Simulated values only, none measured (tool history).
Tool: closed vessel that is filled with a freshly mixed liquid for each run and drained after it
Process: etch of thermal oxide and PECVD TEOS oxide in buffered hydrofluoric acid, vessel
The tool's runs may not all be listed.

run  hour  temperature setpoint of the liquid (C)  parts of 40 % ammonium fluoride to one part of 49 % hydrofluoric acid (parts by volume)  time in the liquid (s)  thickness taken off the thermal oxide on a monitor wafer (nm)  thickness taken off the PECVD TEOS oxide on a monitor wafer (nm)
  1     0                                      24                                                                                      7.5                      60                                                         85.781                                                            209.77
  2   3.3                                    27.5                                                                                      7.5                      60                                                         102.83                                                            252.38
  3  10.3                                    27.5                                                                                      7.5                      45                                                         77.468                                                            191.61
  4  14.5                                    28.5                                                                                      7.5                      45                                                         80.952                                                            200.56
  5  23.3                                      26                                                                                      7.5                      45                                                         71.443                                                            176.05
  6  25.8                                    27.5                                                                                      7.5                      45                                                         77.574                                                            189.41

Predict the results of run 7:
  7  32.7                                    28.5                                                                                      7.5                      45                                                              ?                                                                 ?

{"run 7": {"thickness taken off the thermal oxide on a monitor wafer (nm)": 81.443, "thickness taken off the PECVD TEOS oxide on a monitor wafer (nm)": 201.98}}
